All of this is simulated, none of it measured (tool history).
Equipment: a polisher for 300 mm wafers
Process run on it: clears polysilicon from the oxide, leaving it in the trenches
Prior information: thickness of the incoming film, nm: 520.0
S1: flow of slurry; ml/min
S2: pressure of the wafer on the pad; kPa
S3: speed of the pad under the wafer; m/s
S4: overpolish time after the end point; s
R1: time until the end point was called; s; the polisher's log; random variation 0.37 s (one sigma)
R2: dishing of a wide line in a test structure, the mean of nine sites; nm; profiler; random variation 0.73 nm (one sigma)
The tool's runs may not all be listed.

run	hour	S1	S2	S3	S4	R1	R2
1	0	195	18.6	0.76	19	53.853	54.919
2	0.8	200	20.7	0.76	15	50.094	52.889
3	2.5	200	22.8	0.76	12	45.87	51.808
4	5	200	22.8	0.76	15	46.603	53.799
5	8.1	200	22.8	0.76	18	45.579	55.03
6	16.7	200	26.2	0.76	18	40.597	55.329

Run 7 has not been measured yet. What should we expect?
7	20.5	205	26.9	0.76	14	?	?

Run 7 gave R1 39.825 s, R2 53.023 nm.
